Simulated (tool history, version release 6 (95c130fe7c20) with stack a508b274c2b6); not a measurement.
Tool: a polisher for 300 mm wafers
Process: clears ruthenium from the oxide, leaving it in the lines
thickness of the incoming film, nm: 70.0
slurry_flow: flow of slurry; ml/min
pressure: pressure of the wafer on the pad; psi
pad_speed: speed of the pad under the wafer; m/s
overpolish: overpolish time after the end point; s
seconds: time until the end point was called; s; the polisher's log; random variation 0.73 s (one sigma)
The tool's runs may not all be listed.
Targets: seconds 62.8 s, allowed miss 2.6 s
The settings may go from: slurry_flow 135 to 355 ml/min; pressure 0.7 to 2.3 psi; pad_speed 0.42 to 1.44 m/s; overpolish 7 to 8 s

| run | day | slurry_flow | pressure | pad_speed | overpolish | seconds |
|---|---|---|---|---|---|---|
| 1 | 0 | 225 | 1.5 | 0.92 | 8 | 91.311 |
| 2 | 0.283 | 190 | 1.5 | 0.92 | 8 | 94.644 |
| 3 | 0.542 | 190 | 1.5 | 1.1 | 8 | 82.807 |
| 4 | 0.721 | 205 | 1.6 | 1.1 | 8 | 77.443 |
| 5 | 0.9 | 205 | 1.6 | 1.1 | 7 | 77.591 |
| 6 | 1.262 | 210 | 1.7 | 1.1 | 7 | 72.207 |
| 7 | 1.629 | 220 | 1.8 | 1.1 | 7 | 68.383 |
| 8 | 1.896 | 225 | 1.8 | 1.1 | 7 | 69.998 |

4 next moves are on the table. One of them brings every result within its allowed miss. Which?
| A | 2.162 | 200 | 1.9 | 1.18 | 7 | ? |
| B | 2.162 | 155 | 1.6 | 1.24 | 8 | ? |
| C | 2.162 | 210 | 1.6 | 1.02 | 7 | ? |
| D | 2.162 | 325 | 1.7 | 1.02 | 7 | ? |

| move | seconds |
|---|---|
| A | 63.24 |
| B | 74.203 |
| C | 81.398 |
| D | 73.52 |
A: meets every target
B: further off than the last run
C: further off than the last run
D: further off than the last run
The right move is A.

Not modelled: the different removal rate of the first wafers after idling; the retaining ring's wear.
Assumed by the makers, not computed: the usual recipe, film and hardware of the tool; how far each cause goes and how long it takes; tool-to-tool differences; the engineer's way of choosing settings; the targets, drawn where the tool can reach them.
